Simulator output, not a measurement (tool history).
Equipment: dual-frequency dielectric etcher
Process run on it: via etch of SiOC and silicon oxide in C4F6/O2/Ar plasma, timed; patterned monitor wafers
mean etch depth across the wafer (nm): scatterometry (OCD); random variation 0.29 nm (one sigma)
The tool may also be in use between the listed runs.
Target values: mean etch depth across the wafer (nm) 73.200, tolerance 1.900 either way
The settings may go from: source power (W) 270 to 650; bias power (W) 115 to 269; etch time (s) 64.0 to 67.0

run,hour,source power (W),bias power (W),etch time (s),mean etch depth across the wafer (nm)
1,0.0,460,192,64.0,83.121
2,3.7,460,221,64.0,87.664
3,5.8,460,221,64.0,87.855
4,10.6,460,246,64.0,90.404
5,13.5,460,233,64.0,89.432
6,17.5,460,252,64.0,91.758
7,25.2,410,240,64.0,87.651
8,30.4,370,224,64.0,82.519
9,37.8,370,224,64.0,81.911
10,44.6,350,218,64.0,80.919
11,48.2,330,210,64.0,78.406
12,54.2,320,205,64.0,77.035

Next run, 5 choices. One meets every target within its allowed miss, the rest don't. Which?
A,60.2,280,174,66.5,?
B,60.2,320,240,64.0,?
C,60.2,270,209,66.5,?
D,60.2,360,207,66.0,?
E,60.2,320,221,64.5,?

move,mean etch depth across the wafer (nm)
A,72.667
B,81.145
C,76.770
D,81.987
E,79.400
A: all results land within tolerance of their targets
B: lands further from the targets than the last run did
C: nearer the targets than the last run, but a result is still out of spec
D: lands further from the targets than the last run did
E: lands further from the targets than the last run did
Correct choice: A, which meets every target
